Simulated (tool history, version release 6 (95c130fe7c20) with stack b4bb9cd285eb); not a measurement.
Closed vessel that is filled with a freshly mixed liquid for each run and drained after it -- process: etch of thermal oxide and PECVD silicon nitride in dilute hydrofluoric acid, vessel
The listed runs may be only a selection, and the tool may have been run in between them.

run    day  temperature setpoint of the liquid (°C)  parts of water to one part of 49 % hydrofluoric acid (parts by volume)  time in the liquid (s)  thickness taken off the thermal oxide on a monitor wafer (angstrom)  thickness taken off the PECVD silicon nitride on a monitor wafer (angstrom)
  1  0.000                                     20.0                                                                      85                     970                                                               457.19                                                                       152.32
  2  0.217                                     20.0                                                                      85                    1280                                                               595.37                                                                       198.81
  3  0.275                                     19.0                                                                     100                    1275                                                               477.79                                                                       157.83
  4  0.488                                     22.5                                                                     100                    1275                                                               552.95                                                                       202.78
  5  0.792                                     21.0                                                                     115                    1275                                                               442.76                                                                       160.91
  6  1.079                                     18.5                                                                     115                    1275                                                               405.22                                                                       136.45
  7  1.288                                     18.0                                                                     125                    1235                                                               350.81                                                                       117.11
  8  1.633                                     17.5                                                                     130                    1205                                                               316.04                                                                       104.72

Predict the results of run 9:
  9  1.788                                     17.5                                                                     135                    1190                                                                    ?                                                                            ?

Run 9 produced thickness taken off the thermal oxide on a monitor wafer (angstrom) 299.27, thickness taken off the PECVD silicon nitride on a monitor wafer (angstrom) 100.42.

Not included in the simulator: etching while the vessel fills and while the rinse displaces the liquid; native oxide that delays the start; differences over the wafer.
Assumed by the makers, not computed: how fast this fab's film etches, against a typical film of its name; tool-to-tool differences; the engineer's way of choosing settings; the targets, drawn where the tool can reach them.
